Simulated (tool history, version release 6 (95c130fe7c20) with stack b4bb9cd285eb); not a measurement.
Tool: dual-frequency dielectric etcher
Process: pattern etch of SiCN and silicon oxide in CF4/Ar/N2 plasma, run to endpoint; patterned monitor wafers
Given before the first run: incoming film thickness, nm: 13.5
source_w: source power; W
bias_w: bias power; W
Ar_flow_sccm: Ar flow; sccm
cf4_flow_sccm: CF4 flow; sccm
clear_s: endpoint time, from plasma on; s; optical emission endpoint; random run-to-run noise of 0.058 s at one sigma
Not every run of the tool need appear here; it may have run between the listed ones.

Run 1, hour 0.0: source_w 570 W, bias_w 91 W, Ar_flow_sccm 109 sccm, cf4_flow_sccm 78 sccm. Result: clear_s 12.218 s.
Run 2, hour 6.0: source_w 570 W, bias_w 85 W, Ar_flow_sccm 109 sccm, cf4_flow_sccm 78 sccm. Result: clear_s 12.314 s.
Run 3, hour 14.4: source_w 570 W, bias_w 75 W, Ar_flow_sccm 109 sccm, cf4_flow_sccm 78 sccm. Result: clear_s 12.634 s.
Run 4, hour 19.5: source_w 590 W, bias_w 75 W, Ar_flow_sccm 109 sccm, cf4_flow_sccm 78 sccm. Result: clear_s 12.177 s.
Run 5, hour 21.0: source_w 590 W, bias_w 75 W, Ar_flow_sccm 92 sccm, cf4_flow_sccm 78 sccm. Result: clear_s 12.032 s.
Run 6, hour 28.5: source_w 600 W, bias_w 75 W, Ar_flow_sccm 92 sccm, cf4_flow_sccm 78 sccm. Result: clear_s 11.853 s.
Run 7, hour 32.6: source_w 610 W, bias_w 75 W, Ar_flow_sccm 92 sccm, cf4_flow_sccm 78 sccm. Result: clear_s 11.537 s.

Run 8 is up next; what results do you expect?
Run 8, hour 41.4: source_w 620 W, bias_w 75 W, Ar_flow_sccm 92 sccm, cf4_flow_sccm 78 sccm. Result: clear_s ?.

{"run 8": {"clear_s": 11.477}}
